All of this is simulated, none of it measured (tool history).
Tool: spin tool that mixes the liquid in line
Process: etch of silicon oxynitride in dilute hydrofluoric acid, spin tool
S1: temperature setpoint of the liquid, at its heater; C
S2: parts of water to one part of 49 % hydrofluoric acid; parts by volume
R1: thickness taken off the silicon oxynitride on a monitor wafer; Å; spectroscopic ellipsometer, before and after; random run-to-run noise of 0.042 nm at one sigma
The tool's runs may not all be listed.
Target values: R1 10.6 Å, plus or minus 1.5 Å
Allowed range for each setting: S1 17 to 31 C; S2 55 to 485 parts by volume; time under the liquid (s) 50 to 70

{"run": 1, "hour": 0.0, "S1": 23, "S2": 270, "time under the liquid (s)": 70, "R1": 3.2555}
{"run": 2, "hour": 1.6, "S1": 24, "S2": 225, "time under the liquid (s)": 70, "R1": 3.9854}
{"run": 3, "hour": 7.0, "S1": 24, "S2": 225, "time under the liquid (s)": 50, "R1": 2.8699}
{"run": 4, "hour": 8.5, "S1": 22, "S2": 225, "time under the liquid (s)": 50, "R1": 2.5466}
{"run": 5, "hour": 10.5, "S1": 24, "S2": 190, "time under the liquid (s)": 55, "R1": 3.9203}
{"run": 6, "hour": 19.2, "S1": 21, "S2": 190, "time under the liquid (s)": 55, "R1": 3.4398}
{"run": 7, "hour": 21.0, "S1": 23, "S2": 160, "time under the liquid (s)": 60, "R1": 4.8839}
{"run": 8, "hour": 26.3, "S1": 23.5, "S2": 140, "time under the liquid (s)": 60, "R1": 5.5421}
{"run": 9, "hour": 32.1, "S1": 24, "S2": 125, "time under the liquid (s)": 60, "R1": 6.3841}
{"run": 10, "hour": 40.7, "S1": 24, "S2": 125, "time under the liquid (s)": 60, "R1": 6.9317}
{"run": 11, "hour": 43.4, "S1": 24.5, "S2": 120, "time under the liquid (s)": 60, "R1": 7.71}
{"run": 12, "hour": 50.6, "S1": 25, "S2": 115, "time under the liquid (s)": 60, "R1": 7.4588}
{"run": 13, "hour": 53.7, "S1": 25.5, "S2": 110, "time under the liquid (s)": 60, "R1": 8.0867}
{"run": 14, "hour": 55.1, "S1": 26, "S2": 105, "time under the liquid (s)": 60, "R1": 9.0966}

5 next moves are on the table. One of them brings every result within its allowed miss. Which?
{"run": "A", "hour": 56.5, "S1": 27, "S2": 80, "time under the liquid (s)": 70, "R1": "?"}
{"run": "B", "hour": 56.5, "S1": 25.5, "S2": 125, "time under the liquid (s)": 60, "R1": "?"}
{"run": "C", "hour": 56.5, "S1": 26.5, "S2": 130, "time under the liquid (s)": 55, "R1": "?"}
{"run": "D", "hour": 56.5, "S1": 31, "S2": 90, "time under the liquid (s)": 70, "R1": "?"}
{"run": "E", "hour": 56.5, "S1": 26, "S2": 105, "time under the liquid (s)": 70, "R1": "?"}

move=A R1=14.61
move=B R1=7.1812
move=C R1=6.5964
move=D R1=15.437
move=E R1=10.386
A: pushes the last run's worst result past its target
B: moves away from the targets compared with the last run
C: moves away from the targets compared with the last run
D: pushes the last run's worst result past its target
E: in spec on every target
Answer: E
